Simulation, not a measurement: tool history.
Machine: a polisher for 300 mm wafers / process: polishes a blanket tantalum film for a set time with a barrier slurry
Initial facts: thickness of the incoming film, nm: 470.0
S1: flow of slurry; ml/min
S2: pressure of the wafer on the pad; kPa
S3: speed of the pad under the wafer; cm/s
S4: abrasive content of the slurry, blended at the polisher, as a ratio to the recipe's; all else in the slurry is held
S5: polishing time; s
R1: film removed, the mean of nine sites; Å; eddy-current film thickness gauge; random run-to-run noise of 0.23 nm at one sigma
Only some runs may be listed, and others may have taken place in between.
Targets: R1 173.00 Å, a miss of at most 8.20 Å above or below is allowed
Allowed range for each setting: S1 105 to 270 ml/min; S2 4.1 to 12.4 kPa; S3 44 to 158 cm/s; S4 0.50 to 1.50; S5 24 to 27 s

{"run": 1, "day": 0.0, "S1": 175, "S2": 8.3, "S3": 100, "S4": 1.0, "S5": 27, "R1": 264.28}
{"run": 2, "day": 0.275, "S1": 175, "S2": 8.3, "S3": 100, "S4": 0.85, "S5": 27, "R1": 247.76}
{"run": 3, "day": 0.454, "S1": 175, "S2": 7.6, "S3": 100, "S4": 0.85, "S5": 27, "R1": 233.75}
{"run": 4, "day": 0.692, "S1": 175, "S2": 6.9, "S3": 98, "S4": 0.85, "S5": 27, "R1": 215.88}
{"run": 5, "day": 0.962, "S1": 175, "S2": 6.9, "S3": 98, "S4": 0.95, "S5": 27, "R1": 228.54}
{"run": 6, "day": 1.092, "S1": 210, "S2": 6.9, "S3": 98, "S4": 0.95, "S5": 27, "R1": 233.6}
{"run": 7, "day": 1.3, "S1": 210, "S2": 6.2, "S3": 96, "S4": 0.95, "S5": 27, "R1": 215.21}
{"run": 8, "day": 1.646, "S1": 210, "S2": 5.5, "S3": 96, "S4": 0.95, "S5": 27, "R1": 199.03}
{"day": 1.817, "done": "slurry nozzle cleaned"}
{"run": 9, "day": 1.817, "S1": 205, "S2": 4.8, "S3": 96, "S4": 0.95, "S5": 27, "R1": 192.2}
{"run": 10, "day": 2.15, "S1": 205, "S2": 4.8, "S3": 94, "S4": 0.95, "S5": 27, "R1": 193.46}
{"run": 11, "day": 2.304, "S1": 205, "S2": 4.8, "S3": 92, "S4": 0.95, "S5": 27, "R1": 184.41}

5 next moves are on the table. One of them brings every result within its allowed miss. Which?
{"run": "A", "day": 2.458, "S1": 195, "S2": 4.8, "S3": 94, "S4": 0.95, "S5": 27, "R1": "?"}
{"run": "B", "day": 2.458, "S1": 220, "S2": 4.1, "S3": 98, "S4": 1.25, "S5": 26, "R1": "?"}
{"run": "C", "day": 2.458, "S1": 215, "S2": 6.2, "S3": 92, "S4": 0.85, "S5": 24, "R1": "?"}
{"run": "D", "day": 2.458, "S1": 250, "S2": 6.9, "S3": 76, "S4": 1.1, "S5": 27, "R1": "?"}
{"run": "E", "day": 2.458, "S1": 185, "S2": 4.8, "S3": 92, "S4": 0.9, "S5": 26, "R1": "?"}

move=A R1=187.66
move=B R1=188.71
move=C R1=185.93
move=D R1=209.99
move=E R1=173.14
A: moves away from the targets compared with the last run
B: moves away from the targets compared with the last run
C: moves away from the targets compared with the last run
D: moves away from the targets compared with the last run
E: each result inside its tolerance
The right move is E.

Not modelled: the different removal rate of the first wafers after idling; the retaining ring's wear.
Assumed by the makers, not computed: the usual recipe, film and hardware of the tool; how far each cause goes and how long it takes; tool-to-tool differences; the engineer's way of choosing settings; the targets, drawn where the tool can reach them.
